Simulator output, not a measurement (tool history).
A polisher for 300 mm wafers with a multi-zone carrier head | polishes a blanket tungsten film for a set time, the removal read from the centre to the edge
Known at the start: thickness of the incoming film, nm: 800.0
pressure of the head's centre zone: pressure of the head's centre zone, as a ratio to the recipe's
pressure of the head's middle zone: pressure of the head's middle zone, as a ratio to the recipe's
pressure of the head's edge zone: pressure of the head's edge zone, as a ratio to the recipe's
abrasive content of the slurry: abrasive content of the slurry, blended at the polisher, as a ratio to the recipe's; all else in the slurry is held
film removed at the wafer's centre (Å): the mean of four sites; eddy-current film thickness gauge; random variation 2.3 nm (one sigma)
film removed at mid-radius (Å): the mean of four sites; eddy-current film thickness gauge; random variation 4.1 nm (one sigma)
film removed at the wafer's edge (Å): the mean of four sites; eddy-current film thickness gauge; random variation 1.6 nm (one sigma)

run    day  flow of slurry (ml/min)  pressure of the head's centre zone  pressure of the head's middle zone  pressure of the head's edge zone  abrasive content of the slurry  polishing time (s)  film removed at the wafer's centre (Å)  film removed at mid-radius (Å)  film removed at the wafer's edge (Å)
  1      0                      120                                   1                                   1                                 1                               1                  47                                  2262.8                          2305.5                                  2216
  2  0.029                      135                                0.99                                1.01                              1.04                            1.05                  47                                    2283                          2287.8                                2306.2
  3  0.142                      140                                0.98                                1.05                              1.05                            1.15                  47                                  2358.1                          2360.8                                2381.7
  4  0.238                      140                                1.07                                1.05                              1.05                            1.15                  47                                  2521.1                            2416                                2395.9
  5  0.604                      140                                1.03                                1.09                              1.06                             1.2                  48                                  2492.7                          2646.3                                2504.3
  6  0.642                      140                                1.03                                1.09                              1.03                             1.2                  48                                  2528.8                          2523.5                                2456.9

The next listed run, before its measurement:
  7  0.879                      140                                1.02                                 1.1                              1.06                             1.2                  48                                       ?                               ?                                     ?

{"run 7": {"film removed at the wafer's centre (Å)": 2529.4, "film removed at mid-radius (Å)": 2588.1, "film removed at the wafer's edge (Å)": 2458.7}}
